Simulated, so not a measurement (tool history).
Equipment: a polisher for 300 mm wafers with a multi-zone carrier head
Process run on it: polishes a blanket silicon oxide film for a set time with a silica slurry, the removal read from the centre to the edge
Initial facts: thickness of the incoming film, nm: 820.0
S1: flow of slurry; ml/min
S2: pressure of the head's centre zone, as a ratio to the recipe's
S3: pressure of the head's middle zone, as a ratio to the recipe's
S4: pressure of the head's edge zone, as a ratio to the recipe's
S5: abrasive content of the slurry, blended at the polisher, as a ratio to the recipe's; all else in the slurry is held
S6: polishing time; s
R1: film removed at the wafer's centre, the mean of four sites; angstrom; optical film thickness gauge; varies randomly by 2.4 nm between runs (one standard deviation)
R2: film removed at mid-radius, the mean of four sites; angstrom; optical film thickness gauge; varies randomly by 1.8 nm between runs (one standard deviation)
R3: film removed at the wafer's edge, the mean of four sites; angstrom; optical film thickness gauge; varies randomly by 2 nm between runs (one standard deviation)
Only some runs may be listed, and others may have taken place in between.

run	day	S1	S2	S3	S4	S5	S6	R1	R2	R3
1	0	170	1	1	1	1	57	2551.5	2555.1	2505.6
2	0.133	170	1	1	1	0.9	57	2437.5	2467.2	2446.8
3	0.267	160	0.96	0.99	0.98	0.85	57	2221.7	2375.9	2342.3
4	0.525	160	1.01	0.99	0.98	0.85	57	2438.1	2354.9	2362.6
5	0.575	155	0.97	0.97	0.96	0.8	57	2159.8	2231.4	2244.6
6	0.704	145	0.94	0.96	0.95	0.8	57	2090.8	2228.8	2198

For run 7, what comes out?
7	0.788	140	0.91	0.94	0.95	0.8	57	?	?	?

{"run 7": {"R1": 1986.2, "R2": 2178.6, "R3": 2224.3}}
